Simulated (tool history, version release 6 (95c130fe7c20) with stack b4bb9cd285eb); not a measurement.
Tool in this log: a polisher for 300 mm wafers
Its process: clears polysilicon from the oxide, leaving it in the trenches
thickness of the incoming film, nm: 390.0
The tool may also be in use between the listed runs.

run  hour  flow of slurry (ml/min)  pressure of the wafer on the pad (kPa)  speed of the pad under the wafer (cm/s)  overpolish time after the end point (s)  time until the end point was called (s)  dishing of a wide line in a test structure (nm)
  1     0                      120                                    20.7                                       78                                       28                                   28.538                                            68.13
  2   5.1                      120                                    22.1                                       78                                       21                                   27.913                                           66.941
  3   8.3                      120                                    17.9                                       78                                       21                                   31.706                                           67.347
  4  10.5                      120                                    17.9                                       78                                       10                                    31.99                                           56.426
  5  15.8                      120                                    17.9                                       90                                       10                                   29.184                                           60.009
  6  20.4                      120                                      20                                       92                                       10                                   26.204                                           62.386
  7    28                      135                                    21.4                                       90                                        9                                    23.48                                           60.341

Expected results for the next run?
  8  32.1                      110                                    23.4                                       94                                       15                                        ?                                                ?

time until the end point was called (s): 22.726
dishing of a wide line in a test structure (nm): 66.553
